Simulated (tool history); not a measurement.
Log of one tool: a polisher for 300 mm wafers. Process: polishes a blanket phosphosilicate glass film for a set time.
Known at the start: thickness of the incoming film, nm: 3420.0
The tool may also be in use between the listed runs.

run    day  flow of slurry (ml/min)  pressure of the wafer on the pad (psi)  speed of the pad under the wafer (cm/s)  abrasive content of the slurry  polishing time (s)  film removed (angstrom)
  1  0.000                      145                                     2.4                                      118                             1.0                  48                   3625.6
  2  0.150                      140                                     2.1                                      118                             1.0                  48                   3277.6
  3  0.292                      155                                     2.1                                      118                             1.0                  48                   3315.5
  4  0.367                      150                                     1.9                                      118                             1.0                  48                   3135.0
  5  0.608                      145                                     1.7                                      118                             1.0                  48                   2835.5
  6  0.925                      145                                     1.7                                      118                             1.0                  50                   3022.6
  7  1.017                      145                                     1.7                                      118                             1.0                  50                   2995.2
  8  1.150                      140                                     1.6                                      118                             1.0                  50                   2802.2
  9  1.383                      130                                     1.6                                      118                             1.0                  50                   2857.1
 10  1.483                      130                                     1.5                                      118                             1.0                  50                   2674.9
 11  1.762                      125                                     1.5                                      118                             1.0                  50                   2661.6

Run 12 comes next. What will it give?
 12  2.104                      120                                     1.5                                      118                             1.0                  50                        ?

Run 12 gave film removed (angstrom) 2683.7.

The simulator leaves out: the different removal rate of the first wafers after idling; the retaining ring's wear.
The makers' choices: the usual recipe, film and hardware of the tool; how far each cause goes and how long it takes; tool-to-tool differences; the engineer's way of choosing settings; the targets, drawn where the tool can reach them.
